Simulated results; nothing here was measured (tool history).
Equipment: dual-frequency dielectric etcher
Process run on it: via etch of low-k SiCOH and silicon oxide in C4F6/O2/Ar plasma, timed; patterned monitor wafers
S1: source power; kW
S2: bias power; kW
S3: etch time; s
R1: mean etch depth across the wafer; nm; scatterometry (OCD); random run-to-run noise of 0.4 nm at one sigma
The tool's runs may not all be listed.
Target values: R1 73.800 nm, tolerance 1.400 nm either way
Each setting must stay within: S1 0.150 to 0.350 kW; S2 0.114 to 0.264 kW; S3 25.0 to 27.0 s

Run 1, hour 0.0: S1 0.250 kW, S2 0.189 kW, S3 27.0 s. Result: R1 64.080 nm.
Run 2, hour 6.5: S1 0.250 kW, S2 0.189 kW, S3 25.0 s. Result: R1 60.205 nm.
Run 3, hour 8.6: S1 0.250 kW, S2 0.189 kW, S3 27.0 s. Result: R1 64.683 nm.
Run 4, hour 11.7: S1 0.270 kW, S2 0.189 kW, S3 27.0 s. Result: R1 66.200 nm.
Run 5, hour 14.7: S1 0.270 kW, S2 0.189 kW, S3 27.0 s. Result: R1 66.136 nm.
Run 6, hour 16.0: S1 0.270 kW, S2 0.201 kW, S3 27.0 s. Result: R1 67.329 nm.
Run 7, hour 22.4: S1 0.280 kW, S2 0.203 kW, S3 27.0 s. Result: R1 68.433 nm.
Run 8, hour 24.9: S1 0.290 kW, S2 0.205 kW, S3 27.0 s. Result: R1 70.679 nm.
Run 9, hour 25.5: S1 0.300 kW, S2 0.206 kW, S3 27.0 s. Result: R1 70.445 nm.
Run 10, hour 26.1: S1 0.310 kW, S2 0.208 kW, S3 27.0 s. Result: R1 72.419 nm.

Consider the 5 candidate settings below. Which is the only one whose results all fall within their allowed miss of target?
Run A, hour 26.7: S1 0.290 kW, S2 0.201 kW, S3 26.5 s. Result: R1 ?.
Run B, hour 26.7: S1 0.320 kW, S2 0.193 kW, S3 26.5 s. Result: R1 ?.
Run C, hour 26.7: S1 0.300 kW, S2 0.220 kW, S3 26.0 s. Result: R1 ?.
Run D, hour 26.7: S1 0.350 kW, S2 0.207 kW, S3 26.5 s. Result: R1 ?.
Run E, hour 26.7: S1 0.310 kW, S2 0.229 kW, S3 25.5 s. Result: R1 ?.

move      R1
   A  67.546
   B  69.589
   C  68.857
   D  73.528
   E  69.203
A: moves away from the targets compared with the last run
B: moves away from the targets compared with the last run
C: moves away from the targets compared with the last run
D: every result within its allowed miss
E: moves away from the targets compared with the last run
D meets every target.

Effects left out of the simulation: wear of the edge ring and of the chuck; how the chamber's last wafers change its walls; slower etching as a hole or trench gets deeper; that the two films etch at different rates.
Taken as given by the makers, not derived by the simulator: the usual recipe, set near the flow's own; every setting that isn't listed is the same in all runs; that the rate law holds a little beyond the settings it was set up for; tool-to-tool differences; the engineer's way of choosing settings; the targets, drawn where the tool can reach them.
